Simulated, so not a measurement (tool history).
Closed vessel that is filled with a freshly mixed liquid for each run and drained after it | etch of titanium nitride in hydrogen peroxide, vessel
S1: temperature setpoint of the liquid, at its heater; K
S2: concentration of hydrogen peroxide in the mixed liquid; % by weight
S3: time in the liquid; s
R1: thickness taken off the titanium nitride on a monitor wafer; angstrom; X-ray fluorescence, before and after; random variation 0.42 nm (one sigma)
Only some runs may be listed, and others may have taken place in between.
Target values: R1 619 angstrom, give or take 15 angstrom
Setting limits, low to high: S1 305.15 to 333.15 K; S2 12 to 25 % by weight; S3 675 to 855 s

run,day,S1,S2,S3,R1
1,0,317.15,17,855,271.2
2,0.4,312.65,17,855,192.3
3,0.454,316.15,17,855,250.4
4,0.65,319.15,17,855,316.29
5,0.812,319.15,13.5,855,301.63
6,1.042,319.15,13.5,675,237.66
7,1.388,322.15,13.5,675,290.64
8,1.467,330.15,14,675,518.85
9,1.538,333.15,14,675,641.6
10,1.804,333.15,14,675,643.72

Exercise: of the 5 proposed moves below, exactly one satisfies all targets within the stated allowed misses. Which move is it?
A,2.071,330.15,15,830,?
B,2.071,331.65,14,720,?
C,2.071,333.15,12,715,?
D,2.071,331.65,13,695,?
E,2.071,332.15,13,760,?

move,R1
A,655.66
B,621.6
C,662.17
D,590.78
E,668.54
A: the biggest miss grows against the last run
B: all results in spec
C: the biggest miss grows against the last run
D: carries the result that was furthest off beyond its target, to the other side
E: the biggest miss grows against the last run
Move B is the one to make.
